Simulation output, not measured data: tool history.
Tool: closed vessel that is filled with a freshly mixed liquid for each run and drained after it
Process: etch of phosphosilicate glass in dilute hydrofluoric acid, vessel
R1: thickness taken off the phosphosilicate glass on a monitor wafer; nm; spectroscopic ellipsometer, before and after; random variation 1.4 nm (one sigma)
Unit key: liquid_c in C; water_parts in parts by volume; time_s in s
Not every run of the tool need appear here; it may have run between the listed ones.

Run 1, day 0: liquid_c 21 C, water_parts 75 parts by volume, time_s 90 s. Result: R1 201.8 nm.
Run 2, day 0.133: liquid_c 21 C, water_parts 95 parts by volume, time_s 90 s. Result: R1 153.48 nm.
Run 3, day 0.462: liquid_c 19.5 C, water_parts 95 parts by volume, time_s 90 s. Result: R1 147.47 nm.
Run 4, day 0.696: liquid_c 17 C, water_parts 95 parts by volume, time_s 90 s. Result: R1 130.56 nm.
Run 5, day 1.038: liquid_c 18 C, water_parts 95 parts by volume, time_s 90 s. Result: R1 138.16 nm.
Run 6, day 1.296: liquid_c 18.5 C, water_parts 95 parts by volume, time_s 90 s. Result: R1 139.03 nm.
Run 7, day 1.375: liquid_c 19 C, water_parts 95 parts by volume, time_s 90 s. Result: R1 144.09 nm.
Run 8, day 1.425: liquid_c 19.5 C, water_parts 95 parts by volume, time_s 90 s. Result: R1 146.19 nm.

For run 9, what comes out?
At day 1.8: hydrofluoric acid flow meter replaced.
Run 9, day 1.8: liquid_c 20 C, water_parts 95 parts by volume, time_s 90 s. Result: R1 ?.

Run 9 gave R1 162.9 nm.
